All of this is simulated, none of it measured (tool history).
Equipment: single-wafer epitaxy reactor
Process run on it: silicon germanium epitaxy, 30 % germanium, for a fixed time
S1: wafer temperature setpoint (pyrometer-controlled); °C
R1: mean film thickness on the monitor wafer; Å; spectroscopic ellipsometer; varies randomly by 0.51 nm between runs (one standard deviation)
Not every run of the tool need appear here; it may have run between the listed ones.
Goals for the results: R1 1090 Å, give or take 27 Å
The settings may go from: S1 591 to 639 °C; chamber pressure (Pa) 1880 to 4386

Run 1, day 0: S1 615 °C, chamber pressure (Pa) 3133. Result: R1 777 Å.
Run 2, day 0.375: S1 619 °C, chamber pressure (Pa) 3146. Result: R1 826.08 Å.
Run 3, day 0.746: S1 609 °C, chamber pressure (Pa) 3146. Result: R1 710.68 Å.
Run 4, day 1.104: S1 609 °C, chamber pressure (Pa) 2853. Result: R1 686.78 Å.
Run 5, day 1.371: S1 609 °C, chamber pressure (Pa) 3133. Result: R1 703.89 Å.
Run 6, day 1.667: S1 615 °C, chamber pressure (Pa) 3173. Result: R1 785.01 Å.
Run 7, day 1.846: S1 627 °C, chamber pressure (Pa) 3280. Result: R1 949.7 Å.
Run 8, day 2.079: S1 629 °C, chamber pressure (Pa) 3293. Result: R1 972.66 Å.
Run 9, day 2.417: S1 631 °C, chamber pressure (Pa) 3306. Result: R1 1016 Å.
Run 10, day 2.704: S1 631 °C, chamber pressure (Pa) 3306. Result: R1 1009.5 Å.

Exactly one of the 4 candidate moves below puts every result within its allowed miss. Which one?
Run A, day 2.992: S1 635 °C, chamber pressure (Pa) 3440. Result: R1 ?.
Run B, day 2.992: S1 635 °C, chamber pressure (Pa) 3986. Result: R1 ?.
Run C, day 2.992: S1 629 °C, chamber pressure (Pa) 3586. Result: R1 ?.
Run D, day 2.992: S1 628 °C, chamber pressure (Pa) 2933. Result: R1 ?.

move      R1
   A  1085.5
   B  1147.7
   C  1007.7
   D   920.5
A: every result within its allowed miss
B: takes the result that was furthest off past its target
C: no nearer and no further than the last run
D: misses by more than the last run did
Move A is the one to make.
